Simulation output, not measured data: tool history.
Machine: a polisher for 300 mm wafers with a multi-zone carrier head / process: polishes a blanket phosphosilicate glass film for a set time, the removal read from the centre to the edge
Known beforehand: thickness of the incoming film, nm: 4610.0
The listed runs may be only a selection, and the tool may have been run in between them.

run	hour	flow of slurry (ml/min)	pressure of the head's centre zone	pressure of the head's middle zone	pressure of the head's edge zone	abrasive content of the slurry	polishing time (s)	film removed at the wafer's centre (Å)	film removed at mid-radius (Å)	film removed at the wafer's edge (Å)
1	0.0	165	1.00	1.00	1.00	1.00	43	2146.5	2160.3	2088.7
2	0.8	175	1.00	1.02	1.00	1.05	43	2248.9	2301.3	2176.7
3	7.6	145	1.00	1.02	1.00	1.05	43	2131.4	2226.7	2137.6
4	14.7	145	0.96	1.02	1.00	1.05	43	2060.7	2222.1	2097.9
5	20.5	110	0.96	1.02	1.00	1.05	43	1879.3	2073.1	1991.9
6	28.8	110	0.96	0.96	1.00	1.05	43	1860.6	1965.8	1989.7
7	36.1	125	0.96	0.99	1.00	1.10	43	1978.3	2122.7	2061.2
# hour 36.9: worn pad replaced by a new one
8	36.9	140	0.96	1.01	1.01	1.15	43	2326.0	2473.7	2415.7

Expected results for the next run?
9	38.9	155	0.95	1.03	1.00	1.15	43	?	?	?

film removed at the wafer's centre (Å): 2355.5
film removed at mid-radius (Å): 2634.4
film removed at the wafer's edge (Å): 2469.9
